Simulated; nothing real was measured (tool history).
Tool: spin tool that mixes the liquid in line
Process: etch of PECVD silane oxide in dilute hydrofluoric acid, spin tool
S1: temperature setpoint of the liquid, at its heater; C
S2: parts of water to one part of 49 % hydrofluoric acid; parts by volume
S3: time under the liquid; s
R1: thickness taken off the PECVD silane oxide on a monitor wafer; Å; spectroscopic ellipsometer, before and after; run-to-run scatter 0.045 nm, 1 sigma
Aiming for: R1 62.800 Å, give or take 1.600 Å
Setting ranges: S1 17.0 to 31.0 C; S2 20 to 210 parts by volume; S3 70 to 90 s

run 1 hour=0.0 | S1=23.0 S2=115 S3=90 | R1=126.550
run 2 hour=4.8 | S1=21.5 S2=115 S3=90 | R1=118.750
run 3 hour=10.4 | S1=21.5 S2=115 S3=90 | R1=119.750
run 4 hour=14.4 | S1=18.0 S2=115 S3=90 | R1=101.430
run 5 hour=21.4 | S1=17.0 S2=115 S3=90 | R1=98.267
run 6 hour=28.3 | S1=17.0 S2=145 S3=90 | R1=76.209
run 7 hour=29.4 | S1=17.0 S2=150 S3=90 | R1=72.469
run 8 hour=31.8 | S1=17.0 S2=160 S3=90 | R1=68.054
run 9 hour=35.1 | S1=17.0 S2=165 S3=90 | R1=65.320

Exercise: of the 4 proposed moves below, exactly one satisfies all targets within the stated allowed misses. Which move is it?
run A hour=38.4 | S1=18.0 S2=175 S3=90 | R1=?
run B hour=38.4 | S1=18.0 S2=135 S3=70 | R1=?
run C hour=38.4 | S1=18.5 S2=170 S3=90 | R1=?
run D hour=38.4 | S1=17.5 S2=165 S3=90 | R1=?

move=A R1=63.481
move=B R1=66.646
move=C R1=66.986
move=D R1=66.656
A: all results in spec
B: lands further from the targets than the last run did
C: lands further from the targets than the last run did
D: lands further from the targets than the last run did
The move that meets every target is A.
